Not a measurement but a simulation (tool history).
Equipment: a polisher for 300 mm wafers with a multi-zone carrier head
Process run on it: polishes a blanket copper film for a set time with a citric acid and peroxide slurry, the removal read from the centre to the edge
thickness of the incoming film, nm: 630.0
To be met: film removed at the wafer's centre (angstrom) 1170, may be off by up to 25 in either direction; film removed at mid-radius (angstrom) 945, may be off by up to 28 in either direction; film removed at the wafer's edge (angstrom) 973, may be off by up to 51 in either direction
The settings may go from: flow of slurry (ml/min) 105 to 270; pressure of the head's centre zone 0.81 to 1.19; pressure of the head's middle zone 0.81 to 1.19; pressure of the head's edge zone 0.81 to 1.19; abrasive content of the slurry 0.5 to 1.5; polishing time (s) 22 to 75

run,hour,flow of slurry (ml/min),pressure of the head's centre zone,pressure of the head's middle zone,pressure of the head's edge zone,abrasive content of the slurry,polishing time (s),film removed at the wafer's centre (angstrom),film removed at mid-radius (angstrom),film removed at the wafer's edge (angstrom)
1,0,175,1,1,1,1,48,1262.5,1216.5,1250.5
2,4.9,170,1.02,0.97,0.95,0.85,48,1215.1,1149.4,1122.6
3,7.4,170,1.02,1.04,0.95,0.85,48,1223.5,1206,1151
4,15.5,160,1.04,0.97,0.94,0.8,48,1228,1127.7,1091.2
5,19.4,130,1.04,0.97,0.94,0.8,48,1199.2,1106.5,1110.4
6,21.8,130,1.04,0.97,1.02,0.8,48,1192.1,1103.8,1137
7,28.7,130,1.05,0.93,0.99,0.75,48,1175.7,1047,1113.1
8,37.7,130,1.05,0.93,0.99,0.75,48,1186.9,1049.1,1118.1
9,44.8,135,1.06,0.91,0.95,0.7,48,1177.4,1017.4,1076.3
10,53.1,140,1.07,0.9,0.92,0.65,48,1185,1003.7,1034.4
11,59.2,120,1.09,0.85,0.86,0.6,48,1140.5,913.67,971.9

Below are 5 possible settings for the next run. Only one of them brings all results inside the allowed miss of their targets. Which is it?
A,65.3,110,1.05,0.81,0.98,0.5,54,?,?,?
B,65.3,145,1.11,1,0.85,0.6,45,?,?,?
C,65.3,125,1.12,0.88,0.83,0.9,43,?,?,?
D,65.3,120,1.07,0.81,0.91,0.6,48,?,?,?
E,65.3,105,1.01,0.81,0.99,0.65,51,?,?,?

move,film removed at the wafer's centre (angstrom),film removed at mid-radius (angstrom),film removed at the wafer's edge (angstrom)
A,1168.3,946.81,1120.8
B,1125.4,979.23,939.64
C,1178.7,939.75,974.37
D,1125.4,893.72,1018.4
E,1130.3,953.17,1135.7
A: the worst result of the last run now meets its target, but another is out of spec
B: misses by more than the last run did
C: every result within its allowed miss
D: misses by more than the last run did
E: misses by more than the last run did
The move that meets every target is C.
